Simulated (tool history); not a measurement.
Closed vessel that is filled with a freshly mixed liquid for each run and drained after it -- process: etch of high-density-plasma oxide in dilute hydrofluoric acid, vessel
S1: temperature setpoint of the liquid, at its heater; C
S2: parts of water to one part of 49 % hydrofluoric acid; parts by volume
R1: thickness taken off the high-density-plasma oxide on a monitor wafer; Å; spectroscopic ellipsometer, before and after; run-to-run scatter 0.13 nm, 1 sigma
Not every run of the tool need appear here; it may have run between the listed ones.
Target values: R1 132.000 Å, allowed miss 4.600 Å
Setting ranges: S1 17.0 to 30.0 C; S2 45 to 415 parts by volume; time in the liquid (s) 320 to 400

{"run": 1, "hour": 0.0, "S1": 22.0, "S2": 230, "time in the liquid (s)": 400, "R1": 79.706}
{"run": 2, "hour": 2.3, "S1": 25.0, "S2": 230, "time in the liquid (s)": 400, "R1": 89.169}
{"run": 3, "hour": 6.0, "S1": 26.5, "S2": 215, "time in the liquid (s)": 400, "R1": 102.17}
{"run": 4, "hour": 14.7, "S1": 26.5, "S2": 215, "time in the liquid (s)": 400, "R1": 101.53}
{"run": 5, "hour": 21.2, "S1": 25.0, "S2": 215, "time in the liquid (s)": 400, "R1": 97.765}
{"run": 6, "hour": 27.2, "S1": 25.0, "S2": 215, "time in the liquid (s)": 400, "R1": 97.067}
{"run": 7, "hour": 31.3, "S1": 25.0, "S2": 215, "time in the liquid (s)": 400, "R1": 96.733}
{"run": 8, "hour": 39.8, "S1": 26.5, "S2": 205, "time in the liquid (s)": 400, "R1": 108.61}
{"run": 9, "hour": 46.9, "S1": 27.5, "S2": 200, "time in the liquid (s)": 400, "R1": 116.39}
{"run": 10, "hour": 49.9, "S1": 28.0, "S2": 200, "time in the liquid (s)": 400, "R1": 119.56}
{"run": 11, "hour": 51.4, "S1": 28.5, "S2": 200, "time in the liquid (s)": 400, "R1": 118.84}
{"run": 12, "hour": 59.4, "S1": 30.0, "S2": 185, "time in the liquid (s)": 400, "R1": 143.57}
{"run": 13, "hour": 68.5, "S1": 29.5, "S2": 185, "time in the liquid (s)": 400, "R1": 139.41}

Consider the 4 candidate settings below. Which is the only one whose results all fall within their allowed miss of target?
{"run": "A", "hour": 77.6, "S1": 30.0, "S2": 185, "time in the liquid (s)": 400, "R1": "?"}
{"run": "B", "hour": 77.6, "S1": 29.0, "S2": 175, "time in the liquid (s)": 390, "R1": "?"}
{"run": "C", "hour": 77.6, "S1": 28.0, "S2": 175, "time in the liquid (s)": 400, "R1": "?"}
{"run": "D", "hour": 77.6, "S1": 29.0, "S2": 155, "time in the liquid (s)": 320, "R1": "?"}

move=A R1=140.950
move=B R1=141.990
move=C R1=140.510
move=D R1=134.890
A: moves away from the targets compared with the last run
B: moves away from the targets compared with the last run
C: moves away from the targets compared with the last run
D: each result inside its tolerance
Answer: D
